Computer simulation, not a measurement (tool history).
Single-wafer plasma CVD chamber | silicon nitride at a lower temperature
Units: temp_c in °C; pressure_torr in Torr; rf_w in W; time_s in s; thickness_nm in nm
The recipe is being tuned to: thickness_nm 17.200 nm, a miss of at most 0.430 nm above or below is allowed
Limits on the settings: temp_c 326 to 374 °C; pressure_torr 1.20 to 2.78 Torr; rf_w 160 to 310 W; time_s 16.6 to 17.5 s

| run | day | temp_c | pressure_torr | rf_w | time_s | thickness_nm |
|---|---|---|---|---|---|---|
| 1 | 0.000 | 350 | 1.99 | 235 | 17.5 | 19.490 |
| 2 | 0.325 | 350 | 1.94 | 235 | 17.5 | 19.285 |
| 3 | 0.358 | 350 | 1.89 | 235 | 17.5 | 19.211 |
| 4 | 0.725 | 350 | 1.85 | 235 | 17.5 | 19.059 |
| 5 | 1.071 | 350 | 1.81 | 235 | 17.5 | 18.761 |
|  | 1.092 | thermocouple changed; heater temperature recalibrated |
| 6 | 1.092 | 350 | 1.77 | 235 | 17.5 | 18.765 |
| 7 | 1.242 | 350 | 1.73 | 235 | 17.5 | 18.617 |
| 8 | 1.488 | 350 | 1.36 | 220 | 17.4 | 16.198 |
| 9 | 1.754 | 350 | 1.38 | 220 | 17.4 | 16.183 |
| 10 | 2.083 | 350 | 1.66 | 230 | 17.5 | 18.079 |
| 11 | 2.238 | 350 | 1.64 | 230 | 17.5 | 18.043 |
| 12 | 2.512 | 350 | 1.62 | 230 | 17.5 | 17.920 |
| 13 | 2.567 | 350 | 1.60 | 230 | 17.5 | 17.789 |
| 14 | 2.738 | 350 | 1.60 | 230 | 17.5 | 17.911 |
| 15 | 2.842 | 350 | 1.41 | 225 | 17.5 | 16.754 |

4 next moves are on the table. One of them brings every result within its allowed miss. Which?
| A | 2.946 | 348 | 1.30 | 230 | 17.3 | ? |
| B | 2.946 | 363 | 1.92 | 200 | 17.5 | ? |
| C | 2.946 | 349 | 1.20 | 250 | 16.9 | ? |
| D | 2.946 | 354 | 1.65 | 205 | 17.5 | ? |

| move | thickness_nm |
|---|---|
| A | 16.252 |
| B | 16.999 |
| C | 16.283 |
| D | 16.482 |
A: misses by more than the last run did
B: every result within its allowed miss
C: misses by more than the last run did
D: misses by more than the last run did
Move B is the one to make.

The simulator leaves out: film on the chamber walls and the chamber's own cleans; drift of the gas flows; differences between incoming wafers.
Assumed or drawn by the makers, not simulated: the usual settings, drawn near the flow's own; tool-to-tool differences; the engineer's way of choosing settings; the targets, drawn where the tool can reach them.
